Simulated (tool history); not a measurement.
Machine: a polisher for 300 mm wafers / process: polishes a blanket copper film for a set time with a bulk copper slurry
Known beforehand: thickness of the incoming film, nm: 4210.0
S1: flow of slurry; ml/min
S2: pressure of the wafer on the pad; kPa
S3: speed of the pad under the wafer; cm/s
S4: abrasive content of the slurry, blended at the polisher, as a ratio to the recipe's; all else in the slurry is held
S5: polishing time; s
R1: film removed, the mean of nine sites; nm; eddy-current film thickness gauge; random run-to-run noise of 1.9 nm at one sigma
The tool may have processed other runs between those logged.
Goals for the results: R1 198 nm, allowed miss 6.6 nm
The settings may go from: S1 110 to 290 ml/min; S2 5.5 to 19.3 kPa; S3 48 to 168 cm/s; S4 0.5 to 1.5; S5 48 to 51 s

run 1 day=0 | S1=185 S2=12.4 S3=108 S4=1 S5=48 | R1=355.55
run 2 day=0.346 | S1=185 S2=12.4 S3=128 S4=1 S5=48 | R1=422.91
run 3 day=0.433 | S1=185 S2=12.4 S3=128 S4=1.05 S5=48 | R1=429.19
run 4 day=0.771 | S1=180 S2=11 S3=122 S4=1.05 S5=48 | R1=365.34
run 5 day=1.129 | S1=180 S2=9.7 S3=118 S4=1.05 S5=48 | R1=312.47
run 6 day=1.433 | S1=180 S2=9 S3=116 S4=1.05 S5=48 | R1=302.05
run 7 day=1.462 | S1=175 S2=8.3 S3=112 S4=1.05 S5=48 | R1=269.22
run 8 day=1.675 | S1=170 S2=7.6 S3=110 S4=1.05 S5=48 | R1=245.68
run 9 day=1.742 | S1=160 S2=6.9 S3=110 S4=1.05 S5=48 | R1=228.64
run 10 day=1.975 | S1=150 S2=6.9 S3=110 S4=1.05 S5=48 | R1=226.62
run 11 day=2.325 | S1=145 S2=6.9 S3=110 S4=1.05 S5=48 | R1=225.84
run 12 day=2.417 | S1=140 S2=6.9 S3=110 S4=1.05 S5=48 | R1=225.95
run 13 day=2.562 | S1=140 S2=6.9 S3=110 S4=1.05 S5=48 | R1=221.46

Which one of the following 5 next-run settings gets every result inside its allowed miss? There is exactly one.
run A day=2.708 | S1=110 S2=6.9 S3=110 S4=1.05 S5=48 | R1=?
run B day=2.708 | S1=155 S2=6.2 S3=108 S4=1.15 S5=49 | R1=?
run C day=2.708 | S1=130 S2=7.6 S3=74 S4=1.35 S5=50 | R1=?
run D day=2.708 | S1=110 S2=6.2 S3=96 S4=1.25 S5=48 | R1=?
run E day=2.708 | S1=135 S2=6.2 S3=108 S4=0.95 S5=48 | R1=?

move=A R1=216.92
move=B R1=212.86
move=C R1=177.5
move=D R1=182.22
move=E R1=197.9
A: nearer than the last run, and not there yet
B: nearer than the last run, and not there yet
C: takes the biggest miss from the last run beyond its target
D: takes the biggest miss from the last run beyond its target
E: every result within its allowed miss
Answer: E
